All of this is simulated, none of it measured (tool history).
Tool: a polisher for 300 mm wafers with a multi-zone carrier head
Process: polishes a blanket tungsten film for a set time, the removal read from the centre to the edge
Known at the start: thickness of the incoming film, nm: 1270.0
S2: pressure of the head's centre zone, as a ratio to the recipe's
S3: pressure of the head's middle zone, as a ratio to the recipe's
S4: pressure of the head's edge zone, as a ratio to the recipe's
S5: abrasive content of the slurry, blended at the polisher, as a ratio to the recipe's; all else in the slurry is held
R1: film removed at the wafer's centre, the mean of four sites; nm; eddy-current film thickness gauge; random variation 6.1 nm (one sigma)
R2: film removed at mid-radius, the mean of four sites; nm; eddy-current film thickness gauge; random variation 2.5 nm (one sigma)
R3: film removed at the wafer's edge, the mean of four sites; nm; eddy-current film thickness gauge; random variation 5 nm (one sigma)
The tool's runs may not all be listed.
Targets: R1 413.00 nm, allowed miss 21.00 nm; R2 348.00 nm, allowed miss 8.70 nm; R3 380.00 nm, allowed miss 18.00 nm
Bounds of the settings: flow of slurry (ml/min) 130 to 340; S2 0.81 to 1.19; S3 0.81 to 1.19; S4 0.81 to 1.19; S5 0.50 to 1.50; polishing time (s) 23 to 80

{"run": 1, "hour": 0.0, "flow of slurry (ml/min)": 220, "S2": 1.0, "S3": 1.0, "S4": 1.0, "S5": 1.0, "polishing time (s)": 51, "R1": 313.5, "R2": 318.37, "R3": 308.7}
{"run": 2, "hour": 8.3, "flow of slurry (ml/min)": 220, "S2": 1.0, "S3": 1.0, "S4": 0.94, "S5": 1.0, "polishing time (s)": 51, "R1": 315.89, "R2": 320.59, "R3": 306.87}
{"run": 3, "hour": 13.2, "flow of slurry (ml/min)": 225, "S2": 1.01, "S3": 0.98, "S4": 0.96, "S5": 1.1, "polishing time (s)": 52, "R1": 335.87, "R2": 327.71, "R3": 323.18}
{"run": 4, "hour": 19.2, "flow of slurry (ml/min)": 230, "S2": 1.02, "S3": 0.97, "S4": 0.98, "S5": 1.15, "polishing time (s)": 52, "R1": 348.87, "R2": 335.67, "R3": 336.42}
{"run": 5, "hour": 21.4, "flow of slurry (ml/min)": 240, "S2": 1.03, "S3": 0.96, "S4": 0.99, "S5": 1.15, "polishing time (s)": 52, "R1": 351.91, "R2": 337.39, "R3": 335.42}
{"run": 6, "hour": 30.5, "flow of slurry (ml/min)": 240, "S2": 1.04, "S3": 0.94, "S4": 1.0, "S5": 1.2, "polishing time (s)": 52, "R1": 361.04, "R2": 334.05, "R3": 342.05}
{"run": 7, "hour": 32.1, "flow of slurry (ml/min)": 245, "S2": 1.05, "S3": 0.93, "S4": 1.01, "S5": 1.25, "polishing time (s)": 52, "R1": 371.66, "R2": 328.58, "R3": 347.89}
{"run": 8, "hour": 36.7, "flow of slurry (ml/min)": 250, "S2": 1.06, "S3": 0.93, "S4": 1.02, "S5": 1.3, "polishing time (s)": 52, "R1": 380.16, "R2": 338.12, "R3": 357.06}
{"run": 9, "hour": 42.3, "flow of slurry (ml/min)": 250, "S2": 1.06, "S3": 0.93, "S4": 1.02, "S5": 1.3, "polishing time (s)": 52, "R1": 382.06, "R2": 337.87, "R3": 361.9}

4 next moves are on the table. One of them brings every result within its allowed miss. Which?
{"run": "A", "hour": 47.9, "flow of slurry (ml/min)": 245, "S2": 0.98, "S3": 0.98, "S4": 1.09, "S5": 1.35, "polishing time (s)": 53, "R1": "?", "R2": "?", "R3": "?"}
{"run": "B", "hour": 47.9, "flow of slurry (ml/min)": 250, "S2": 0.92, "S3": 0.93, "S4": 1.19, "S5": 1.35, "polishing time (s)": 55, "R1": "?", "R2": "?", "R3": "?"}
{"run": "C", "hour": 47.9, "flow of slurry (ml/min)": 275, "S2": 0.92, "S3": 0.94, "S4": 1.19, "S5": 1.4, "polishing time (s)": 55, "R1": "?", "R2": "?", "R3": "?"}
{"run": "D", "hour": 47.9, "flow of slurry (ml/min)": 295, "S2": 1.06, "S3": 0.87, "S4": 1.0, "S5": 1.2, "polishing time (s)": 57, "R1": "?", "R2": "?", "R3": "?"}

move=A R1=354.47 R2=365.38 R3=373.80
move=B R1=346.01 R2=363.88 R3=406.88
move=C R1=354.36 R2=375.52 R3=414.97
move=D R1=406.88 R2=350.27 R3=377.98
A: further off than the last run
B: further off than the last run
C: further off than the last run
D: meets every target
Move D is the one to make.
